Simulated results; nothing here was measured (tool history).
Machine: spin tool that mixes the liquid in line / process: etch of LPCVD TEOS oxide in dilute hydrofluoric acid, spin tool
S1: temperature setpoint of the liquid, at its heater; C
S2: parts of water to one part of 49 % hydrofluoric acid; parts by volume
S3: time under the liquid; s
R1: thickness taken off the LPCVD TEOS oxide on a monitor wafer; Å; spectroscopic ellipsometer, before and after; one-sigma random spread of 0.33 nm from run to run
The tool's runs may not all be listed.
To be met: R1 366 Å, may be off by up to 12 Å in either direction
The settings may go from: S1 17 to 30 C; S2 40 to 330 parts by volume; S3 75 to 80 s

run  hour    S1   S2  S3      R1
  1     0    22  185  75  131.38
  2   8.2    23  170  75  153.25
  3    10    23  135  75  200.55
  4  12.5    23  175  75  149.17
  5  19.8    24  165  75  165.04
  6  26.7    24  165  80  175.44
     34.6  -- hydrofluoric acid flow meter replaced
  7  34.6  24.5  155  80  203.22
  8  36.3    25  150  80  218.04
  9  42.6  25.5  145  80  228.84
 10  45.6    26  140  80  243.72
 11  46.2    26  140  80  244.99
 12  48.4  26.5  135  80  258.95
 13  53.2    27  130  80  273.06

Of the 4 settings listed for the next run, only one would bring every result within its allowed miss of target. Which one?
  A    58  24.5  145  75   ?
  B    58    30  120  80   ?
  C    58    30  105  80   ?
  D    58    28  105  80   ?

move      R1
   A   209.8
   B     343
   C  400.23
   D  371.18
A: further off than the last run
B: better than the last run, though not everything is in spec
C: takes the biggest miss from the last run beyond its target
D: meets every target
The right move is D.

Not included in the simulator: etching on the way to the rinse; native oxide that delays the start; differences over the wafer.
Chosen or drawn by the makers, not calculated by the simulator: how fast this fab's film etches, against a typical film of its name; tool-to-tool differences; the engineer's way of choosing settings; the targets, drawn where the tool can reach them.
